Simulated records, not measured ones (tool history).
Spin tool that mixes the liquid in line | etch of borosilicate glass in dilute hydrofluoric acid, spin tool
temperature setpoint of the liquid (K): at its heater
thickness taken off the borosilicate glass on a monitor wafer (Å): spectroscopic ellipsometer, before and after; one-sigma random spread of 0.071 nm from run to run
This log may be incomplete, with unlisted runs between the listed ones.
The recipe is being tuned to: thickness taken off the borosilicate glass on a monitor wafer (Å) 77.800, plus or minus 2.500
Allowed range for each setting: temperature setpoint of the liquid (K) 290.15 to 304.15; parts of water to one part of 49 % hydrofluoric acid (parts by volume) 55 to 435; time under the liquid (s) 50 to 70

run	hour	temperature setpoint of the liquid (K)	parts of water to one part of 49 % hydrofluoric acid (parts by volume)	time under the liquid (s)	thickness taken off the borosilicate glass on a monitor wafer (Å)
1	0.0	296.15	245	70	65.235
2	4.7	293.65	245	70	60.701
3	12.8	293.65	175	70	87.847
4	19.2	292.65	175	70	86.308
5	24.4	292.15	180	70	80.972
6	31.9	292.15	235	70	58.335
7	32.8	294.15	235	70	64.059
8	35.1	295.65	235	70	67.385

Exactly one of the 5 candidate moves below puts every result within its allowed miss. Which one?
A	37.4	295.15	220	70	?
B	37.4	296.15	215	65	?
C	37.4	298.15	240	70	?
D	37.4	295.15	195	70	?
E	37.4	297.15	220	70	?

move	thickness taken off the borosilicate glass on a monitor wafer (Å)
A	72.699
B	72.059
C	72.829
D	84.137
E	78.268
A: nearer the targets than the last run, but a result is still out of spec
B: nearer the targets than the last run, but a result is still out of spec
C: nearer the targets than the last run, but a result is still out of spec
D: the result that was furthest off in the last run now lies on the other side of its target
E: every result within its allowed miss
E is the move that brings every result within its allowed miss.
